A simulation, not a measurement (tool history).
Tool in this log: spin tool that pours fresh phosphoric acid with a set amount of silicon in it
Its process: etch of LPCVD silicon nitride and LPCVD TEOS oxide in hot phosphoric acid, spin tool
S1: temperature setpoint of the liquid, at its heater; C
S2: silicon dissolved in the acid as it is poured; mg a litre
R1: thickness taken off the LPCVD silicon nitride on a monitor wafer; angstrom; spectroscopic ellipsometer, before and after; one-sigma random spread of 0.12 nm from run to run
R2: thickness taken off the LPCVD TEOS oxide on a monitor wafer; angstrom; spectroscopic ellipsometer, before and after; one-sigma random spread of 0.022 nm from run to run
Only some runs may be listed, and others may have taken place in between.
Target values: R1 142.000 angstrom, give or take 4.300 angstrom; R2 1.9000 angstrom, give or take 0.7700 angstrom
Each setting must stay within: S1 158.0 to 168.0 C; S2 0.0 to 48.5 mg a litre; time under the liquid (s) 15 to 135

Run 1, hour 0.0: S1 163.0 C, S2 21.5 mg a litre, time under the liquid (s) 70. Result: R1 73.337 angstrom, R2 2.0173 angstrom.
Run 2, hour 5.5: S1 164.0 C, S2 21.5 mg a litre, time under the liquid (s) 70. Result: R1 76.147 angstrom, R2 1.9835 angstrom.
Run 3, hour 10.3: S1 164.0 C, S2 12.5 mg a litre, time under the liquid (s) 70. Result: R1 76.112 angstrom, R2 3.8880 angstrom.
Run 4, hour 19.2: S1 166.0 C, S2 12.5 mg a litre, time under the liquid (s) 70. Result: R1 81.310 angstrom, R2 3.0367 angstrom.
Run 5, hour 20.7: S1 166.0 C, S2 12.5 mg a litre, time under the liquid (s) 85. Result: R1 100.190 angstrom, R2 4.1150 angstrom.
Run 6, hour 21.4: S1 166.5 C, S2 16.0 mg a litre, time under the liquid (s) 90. Result: R1 104.650 angstrom, R2 4.7950 angstrom.
Run 7, hour 26.3: S1 167.0 C, S2 22.0 mg a litre, time under the liquid (s) 95. Result: R1 113.670 angstrom, R2 4.1107 angstrom.
Run 8, hour 34.8: S1 167.0 C, S2 27.0 mg a litre, time under the liquid (s) 100. Result: R1 120.230 angstrom, R2 4.4297 angstrom.
Run 9, hour 38.7: S1 166.5 C, S2 31.0 mg a litre, time under the liquid (s) 105. Result: R1 123.240 angstrom, R2 3.7938 angstrom.
Run 10, hour 39.4: S1 166.0 C, S2 34.0 mg a litre, time under the liquid (s) 110. Result: R1 128.980 angstrom, R2 3.2896 angstrom.
Run 11, hour 47.6: S1 165.5 C, S2 36.5 mg a litre, time under the liquid (s) 115. Result: R1 130.630 angstrom, R2 2.5897 angstrom.
Run 12, hour 48.8: S1 165.5 C, S2 38.5 mg a litre, time under the liquid (s) 115. Result: R1 132.220 angstrom, R2 2.2250 angstrom.
Run 13, hour 56.7: S1 165.5 C, S2 40.0 mg a litre, time under the liquid (s) 115. Result: R1 131.070 angstrom, R2 2.0766 angstrom.

Exercise: of the 5 proposed moves below, exactly one satisfies all targets within the stated allowed misses. Which move is it?
Run A, hour 64.6: S1 166.0 C, S2 39.0 mg a litre, time under the liquid (s) 105. Result: R1 ?, R2 ?.
Run B, hour 64.6: S1 168.0 C, S2 27.5 mg a litre, time under the liquid (s) 90. Result: R1 ?, R2 ?.
Run C, hour 64.6: S1 168.0 C, S2 34.5 mg a litre, time under the liquid (s) 95. Result: R1 ?, R2 ?.
Run D, hour 64.6: S1 165.5 C, S2 42.5 mg a litre, time under the liquid (s) 125. Result: R1 ?, R2 ?.
Run E, hour 64.6: S1 167.5 C, S2 29.0 mg a litre, time under the liquid (s) 115. Result: R1 ?, R2 ?.

move       R1      R2
   A  123.780  1.9181
   B  113.320  3.2679
   C  119.620  2.5714
   D  144.930  1.7199
   E  142.440  3.8074
A: the biggest miss grows against the last run
B: the biggest miss grows against the last run
C: the biggest miss grows against the last run
D: meets every target
E: brings the result that was furthest off to its target, and leaves another outside
D is the move that brings every result within its allowed miss.
